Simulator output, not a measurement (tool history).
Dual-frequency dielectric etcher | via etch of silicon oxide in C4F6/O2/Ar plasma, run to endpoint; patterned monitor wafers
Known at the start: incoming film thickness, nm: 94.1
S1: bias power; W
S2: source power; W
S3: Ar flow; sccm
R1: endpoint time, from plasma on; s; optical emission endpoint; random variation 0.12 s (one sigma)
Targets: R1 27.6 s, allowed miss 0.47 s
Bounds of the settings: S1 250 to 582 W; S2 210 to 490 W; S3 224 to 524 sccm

run 1 hour=0 | S1=416 S2=350 S3=374 | R1=23.835
run 2 hour=7.8 | S1=416 S2=350 S3=348 | R1=23.602
run 3 hour=13.7 | S1=401 S2=350 S3=349 | R1=23.959
run 4 hour=17.2 | S1=401 S2=350 S3=307 | R1=23.328
run 5 hour=20.4 | S1=401 S2=350 S3=374 | R1=24.102
run 6 hour=24.1 | S1=401 S2=400 S3=374 | R1=22.897
run 7 hour=27.1 | S1=388 S2=390 S3=376 | R1=23.407
run 8 hour=33.7 | S1=376 S2=380 S3=377 | R1=24.021

4 next moves are on the table. One of them brings every result within its allowed miss. Which?
run A hour=40.3 | S1=323 S2=330 S3=318 | R1=?
run B hour=40.3 | S1=250 S2=370 S3=386 | R1=?
run C hour=40.3 | S1=302 S2=340 S3=391 | R1=?
run D hour=40.3 | S1=358 S2=240 S3=365 | R1=?

move=A R1=26.16
move=B R1=28.607
move=C R1=27.42
move=D R1=28.84
A: nearer than the last run, and not there yet
B: takes the result that was furthest off past its target
C: meets every target
D: takes the result that was furthest off past its target
Answer: C
